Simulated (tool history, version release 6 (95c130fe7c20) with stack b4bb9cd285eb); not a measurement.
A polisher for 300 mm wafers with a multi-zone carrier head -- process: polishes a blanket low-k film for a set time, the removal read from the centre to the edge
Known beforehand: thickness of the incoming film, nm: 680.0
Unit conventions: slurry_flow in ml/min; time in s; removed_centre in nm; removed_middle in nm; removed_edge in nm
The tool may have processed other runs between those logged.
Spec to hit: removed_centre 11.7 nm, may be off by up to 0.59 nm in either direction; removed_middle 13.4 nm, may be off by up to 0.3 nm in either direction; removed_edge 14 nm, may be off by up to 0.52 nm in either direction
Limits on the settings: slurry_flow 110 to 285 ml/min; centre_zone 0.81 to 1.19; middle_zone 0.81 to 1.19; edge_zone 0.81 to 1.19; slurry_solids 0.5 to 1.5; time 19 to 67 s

Run 1, hour 0: slurry_flow 180 ml/min, centre_zone 1, middle_zone 1, edge_zone 1, slurry_solids 1, time 43 s. Result: removed_centre 21.312 nm, removed_middle 21 nm, removed_edge 21.554 nm.
Run 2, hour 8.2: slurry_flow 165 ml/min, centre_zone 0.94, middle_zone 0.98, edge_zone 0.97, slurry_solids 0.85, time 41 s. Result: removed_centre 17.425 nm, removed_middle 17.441 nm, removed_edge 17.849 nm.
Run 3, hour 9.2: slurry_flow 165 ml/min, centre_zone 0.94, middle_zone 0.98, edge_zone 0.97, slurry_solids 0.75, time 41 s. Result: removed_centre 15.082 nm, removed_middle 15.594 nm, removed_edge 16.023 nm.
Run 4, hour 16.3: slurry_flow 165 ml/min, centre_zone 0.89, middle_zone 0.98, edge_zone 0.97, slurry_solids 0.75, time 41 s. Result: removed_centre 14.826 nm, removed_middle 15.338 nm, removed_edge 16.34 nm.
Run 5, hour 19.9: slurry_flow 165 ml/min, centre_zone 0.89, middle_zone 0.98, edge_zone 0.97, slurry_solids 0.75, time 33 s. Result: removed_centre 11.669 nm, removed_middle 12.429 nm, removed_edge 12.851 nm.
Run 6, hour 24.9: slurry_flow 180 ml/min, centre_zone 0.88, middle_zone 1, edge_zone 1, slurry_solids 0.75, time 33 s. Result: removed_centre 11.71 nm, removed_middle 12.866 nm, removed_edge 13.565 nm.
Run 7, hour 32.1: slurry_flow 190 ml/min, centre_zone 0.88, middle_zone 1.01, edge_zone 1, slurry_solids 0.75, time 33 s. Result: removed_centre 11.852 nm, removed_middle 13.034 nm, removed_edge 13.247 nm.
Run 8, hour 35.7: slurry_flow 190 ml/min, centre_zone 0.88, middle_zone 1.02, edge_zone 1.02, slurry_solids 0.75, time 33 s. Result: removed_centre 12.074 nm, removed_middle 13.071 nm, removed_edge 13.285 nm.
Run 9, hour 38: slurry_flow 185 ml/min, centre_zone 0.86, middle_zone 1.03, edge_zone 1.03, slurry_solids 0.8, time 33 s. Result: removed_centre 12.153 nm, removed_middle 14.079 nm, removed_edge 14.245 nm.
Run 10, hour 44.9: slurry_flow 185 ml/min, centre_zone 0.85, middle_zone 1.02, edge_zone 1.02, slurry_solids 0.8, time 33 s. Result: removed_centre 12.082 nm, removed_middle 13.849 nm, removed_edge 14.088 nm.
Run 11, hour 53.8: slurry_flow 180 ml/min, centre_zone 0.84, middle_zone 1.01, edge_zone 1.02, slurry_solids 0.8, time 33 s. Result: removed_centre 11.862 nm, removed_middle 13.925 nm, removed_edge 14.366 nm.

4 next moves are on the table. One of them brings every result within its allowed miss. Which?
Run A, hour 62.7: slurry_flow 135 ml/min, centre_zone 0.9, middle_zone 1.17, edge_zone 0.88, slurry_solids 1.1, time 25 s. Result: removed_centre ?, removed_middle ?, removed_edge ?.
Run B, hour 62.7: slurry_flow 185 ml/min, centre_zone 0.86, middle_zone 1.08, edge_zone 1.01, slurry_solids 0.85, time 31 s. Result: removed_centre ?, removed_middle ?, removed_edge ?.
Run C, hour 62.7: slurry_flow 210 ml/min, centre_zone 0.89, middle_zone 1.15, edge_zone 0.92, slurry_solids 0.8, time 30 s. Result: removed_centre ?, removed_middle ?, removed_edge ?.
Run D, hour 62.7: slurry_flow 140 ml/min, centre_zone 0.85, middle_zone 0.98, edge_zone 0.98, slurry_solids 0.8, time 34 s. Result: removed_centre ?, removed_middle ?, removed_edge ?.

move  removed_centre  removed_middle  removed_edge
   A          11.864          13.984        12.592
   B          12.277          14.204         13.94
   C          11.868          13.863        12.595
   D           12.08          13.253        13.997
A: further off than the last run
B: further off than the last run
C: further off than the last run
D: each result inside its tolerance
So the answer is move D, the one that meets all the targets.
